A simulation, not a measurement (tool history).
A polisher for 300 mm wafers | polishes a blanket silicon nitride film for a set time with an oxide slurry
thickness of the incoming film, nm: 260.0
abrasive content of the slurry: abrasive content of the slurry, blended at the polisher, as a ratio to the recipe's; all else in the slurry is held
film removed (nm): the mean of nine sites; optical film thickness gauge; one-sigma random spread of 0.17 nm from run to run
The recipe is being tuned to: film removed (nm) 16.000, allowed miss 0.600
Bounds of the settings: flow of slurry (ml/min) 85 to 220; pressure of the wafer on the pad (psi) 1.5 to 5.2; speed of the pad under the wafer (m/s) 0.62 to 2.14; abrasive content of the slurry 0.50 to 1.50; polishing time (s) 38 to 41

run	day	flow of slurry (ml/min)	pressure of the wafer on the pad (psi)	speed of the pad under the wafer (m/s)	abrasive content of the slurry	polishing time (s)	film removed (nm)
1	0.000	140	3.3	1.38	1.00	41	32.070
2	0.104	140	3.3	1.38	1.00	41	32.444
3	0.421	135	2.9	1.32	1.00	41	28.341
4	0.617	135	2.6	1.24	1.00	41	25.302
5	0.775	135	2.3	1.16	1.00	41	22.362
6	0.942	135	2.1	1.10	1.00	41	20.528
# day 1.250: head pressure recalibrated
7	1.250	135	2.0	1.06	1.00	41	20.968
8	1.496	130	1.9	1.00	1.00	41	19.776
9	1.558	130	1.8	0.94	1.00	41	18.391
10	1.875	130	1.7	0.90	1.00	41	16.949

Which one of the following 4 next-run settings gets every result inside its allowed miss? There is exactly one.
A	2.192	105	1.7	1.00	1.15	41	?
B	2.192	150	1.8	0.90	0.95	41	?
C	2.192	120	1.8	0.98	1.15	39	?
D	2.192	175	1.8	0.84	1.05	38	?

move	film removed (nm)
A	18.764
B	17.390
C	18.404
D	16.175
A: lands further from the targets than the last run did
B: lands further from the targets than the last run did
C: lands further from the targets than the last run did
D: every result lands within tolerance
Move D is the one to make.
